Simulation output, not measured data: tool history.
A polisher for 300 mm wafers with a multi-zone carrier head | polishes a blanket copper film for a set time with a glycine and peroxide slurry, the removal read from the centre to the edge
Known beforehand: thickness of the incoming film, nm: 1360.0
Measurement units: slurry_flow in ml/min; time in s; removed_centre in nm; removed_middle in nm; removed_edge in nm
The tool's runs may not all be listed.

| run | day | slurry_flow | centre_zone | middle_zone | edge_zone | time | removed_centre | removed_middle | removed_edge |
|---|---|---|---|---|---|---|---|---|---|
| 1 | 0 | 320 | 1 | 1 | 1 | 73 | 425.22 | 438.28 | 429.17 |
| 2 | 0.217 | 320 | 0.97 | 0.98 | 0.96 | 65 | 367.9 | 376.48 | 373.34 |
| 3 | 0.471 | 320 | 0.94 | 0.97 | 0.92 | 61 | 333.44 | 358.84 | 355.23 |
| 4 | 0.638 | 320 | 0.94 | 0.97 | 0.85 | 61 | 335.24 | 348.21 | 346.21 |
| 5 | 0.767 | 320 | 0.94 | 0.98 | 0.84 | 57 | 313.69 | 330.38 | 321 |
| 6 | 0.862 | 320 | 0.94 | 0.98 | 0.84 | 47 | 257.23 | 277.91 | 263.44 |
|  | 1.154 | edge zone pressure recalibrated |
| 7 | 1.154 | 325 | 0.94 | 0.98 | 0.86 | 49 | 267.04 | 292.17 | 273.06 |

Predict the results of run 8:
| 8 | 1.45 | 325 | 0.94 | 0.97 | 0.86 | 50 | ? | ? | ? |

removed_centre: 274.14 nm
removed_middle: 294.07 nm
removed_edge: 278.68 nm
